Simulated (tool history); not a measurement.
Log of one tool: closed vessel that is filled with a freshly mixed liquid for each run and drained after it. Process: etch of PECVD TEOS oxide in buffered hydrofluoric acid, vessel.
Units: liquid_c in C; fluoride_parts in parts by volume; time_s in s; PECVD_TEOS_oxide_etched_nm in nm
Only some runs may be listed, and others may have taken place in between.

run 1 hour=0 | liquid_c=25 fluoride_parts=9.5 time_s=100 | PECVD_TEOS_oxide_etched_nm=239.05
run 2 hour=3.7 | liquid_c=25 fluoride_parts=8 time_s=100 | PECVD_TEOS_oxide_etched_nm=279.38
run 3 hour=9.4 | liquid_c=26 fluoride_parts=8 time_s=100 | PECVD_TEOS_oxide_etched_nm=289.35
run 4 hour=16.3 | liquid_c=27 fluoride_parts=8 time_s=100 | PECVD_TEOS_oxide_etched_nm=305.34
run 5 hour=22.7 | liquid_c=27.5 fluoride_parts=8 time_s=100 | PECVD_TEOS_oxide_etched_nm=317.09
run 6 hour=23.7 | liquid_c=27.5 fluoride_parts=10 time_s=100 | PECVD_TEOS_oxide_etched_nm=262.23
run 7 hour=28.3 | liquid_c=28 fluoride_parts=10 time_s=100 | PECVD_TEOS_oxide_etched_nm=262.73
run 8 hour=36.8 | liquid_c=28.5 fluoride_parts=10 time_s=100 | PECVD_TEOS_oxide_etched_nm=273.33
run 9 hour=43.6 | liquid_c=29 fluoride_parts=10 time_s=100 | PECVD_TEOS_oxide_etched_nm=282.6
run 10 hour=52.1 | liquid_c=29.5 fluoride_parts=10 time_s=100 | PECVD_TEOS_oxide_etched_nm=291.38

Forecast run 11:
run 11 hour=56.9 | liquid_c=30 fluoride_parts=10 time_s=100 | PECVD_TEOS_oxide_etched_nm=?

{"run 11": {"PECVD_TEOS_oxide_etched_nm": 302.25}}
